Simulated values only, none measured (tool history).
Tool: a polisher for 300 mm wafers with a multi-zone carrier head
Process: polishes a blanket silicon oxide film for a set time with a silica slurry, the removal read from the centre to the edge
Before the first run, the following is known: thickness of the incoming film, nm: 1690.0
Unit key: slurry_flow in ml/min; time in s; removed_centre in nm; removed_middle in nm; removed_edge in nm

Run 1, hour 0: slurry_flow 285 ml/min, centre_zone 1, middle_zone 1, edge_zone 1, slurry_solids 1, time 42 s. Result: removed_centre 183.91 nm, removed_middle 192.37 nm, removed_edge 189.01 nm.
Run 2, hour 1.2: slurry_flow 330 ml/min, centre_zone 1, middle_zone 1, edge_zone 1, slurry_solids 1, time 42 s. Result: removed_centre 186.24 nm, removed_middle 196.72 nm, removed_edge 191.33 nm.
Run 3, hour 7.6: slurry_flow 330 ml/min, centre_zone 1, middle_zone 1.05, edge_zone 1, slurry_solids 1, time 42 s. Result: removed_centre 186.98 nm, removed_middle 204.59 nm, removed_edge 191.38 nm.
Run 4, hour 13.2: slurry_flow 340 ml/min, centre_zone 0.98, middle_zone 1.09, edge_zone 1.04, slurry_solids 1.05, time 42 s. Result: removed_centre 187.72 nm, removed_middle 217.08 nm, removed_edge 199.95 nm.
Run 5, hour 21.3: slurry_flow 340 ml/min, centre_zone 0.98, middle_zone 1.09, edge_zone 1.04, slurry_solids 0.85, time 42 s. Result: removed_centre 162.88 nm, removed_middle 186.11 nm, removed_edge 168.04 nm.
Run 6, hour 24.5: slurry_flow 340 ml/min, centre_zone 0.98, middle_zone 1.09, edge_zone 1.04, slurry_solids 0.85, time 48 s. Result: removed_centre 185.88 nm, removed_middle 211.71 nm, removed_edge 192.34 nm.

Run 7 is up next; what results do you expect?
Run 7, hour 26.6: slurry_flow 340 ml/min, centre_zone 0.96, middle_zone 1.11, edge_zone 1.06, slurry_solids 0.9, time 48 s. Result: removed_centre ?, removed_middle ?, removed_edge ?.

removed_centre: 191.03 nm
removed_middle: 226.99 nm
removed_edge: 210.87 nm
